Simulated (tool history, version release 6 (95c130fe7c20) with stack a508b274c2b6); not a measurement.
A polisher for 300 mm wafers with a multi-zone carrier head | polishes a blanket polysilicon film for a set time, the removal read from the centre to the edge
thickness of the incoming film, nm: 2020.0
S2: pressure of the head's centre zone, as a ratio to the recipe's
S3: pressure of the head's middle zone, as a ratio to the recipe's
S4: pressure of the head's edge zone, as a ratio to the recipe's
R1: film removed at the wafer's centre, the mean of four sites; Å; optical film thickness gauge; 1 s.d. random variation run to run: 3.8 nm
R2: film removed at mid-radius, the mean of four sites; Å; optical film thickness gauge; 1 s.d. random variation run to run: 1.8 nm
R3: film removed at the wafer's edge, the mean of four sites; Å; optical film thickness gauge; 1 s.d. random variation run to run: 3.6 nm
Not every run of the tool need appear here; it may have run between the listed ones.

{"run": 1, "day": 0.0, "flow of slurry (ml/min)": 280, "S2": 1.0, "S3": 1.0, "S4": 1.0, "polishing time (s)": 40, "R1": 5010.6, "R2": 4899.6, "R3": 5033.7}
{"run": 2, "day": 0.179, "flow of slurry (ml/min)": 280, "S2": 1.0, "S3": 1.0, "S4": 1.04, "polishing time (s)": 40, "R1": 5091.8, "R2": 4944.6, "R3": 5151.5}
{"run": 3, "day": 0.421, "flow of slurry (ml/min)": 280, "S2": 1.06, "S3": 1.0, "S4": 1.04, "polishing time (s)": 40, "R1": 5277.9, "R2": 4917.4, "R3": 5242.2}
{"run": 4, "day": 0.579, "flow of slurry (ml/min)": 280, "S2": 1.06, "S3": 1.0, "S4": 1.1, "polishing time (s)": 40, "R1": 5314.1, "R2": 4951.9, "R3": 5313.8}
{"run": 5, "day": 0.779, "flow of slurry (ml/min)": 240, "S2": 1.06, "S3": 1.0, "S4": 1.1, "polishing time (s)": 40, "R1": 5154.1, "R2": 4849.2, "R3": 5286.5}
{"run": 6, "day": 1.0, "flow of slurry (ml/min)": 235, "S2": 1.02, "S3": 0.98, "S4": 1.07, "polishing time (s)": 36, "R1": 4443.9, "R2": 4287.4, "R3": 4600.7}
{"run": 7, "day": 1.212, "flow of slurry (ml/min)": 225, "S2": 0.99, "S3": 0.96, "S4": 1.05, "polishing time (s)": 34, "R1": 4017.7, "R2": 3899.1, "R3": 4336.8}
{"run": 8, "day": 1.333, "flow of slurry (ml/min)": 225, "S2": 0.97, "S3": 0.95, "S4": 1.02, "polishing time (s)": 32, "R1": 3802.7, "R2": 3672.0, "R3": 4000.9}

Forecast run 9:
{"run": 9, "day": 1.592, "flow of slurry (ml/min)": 225, "S2": 0.97, "S3": 0.95, "S4": 1.02, "polishing time (s)": 32, "R1": "?", "R2": "?", "R3": "?"}

{"run 9": {"R1": 3685.9, "R2": 3708.1, "R3": 3986.3}}
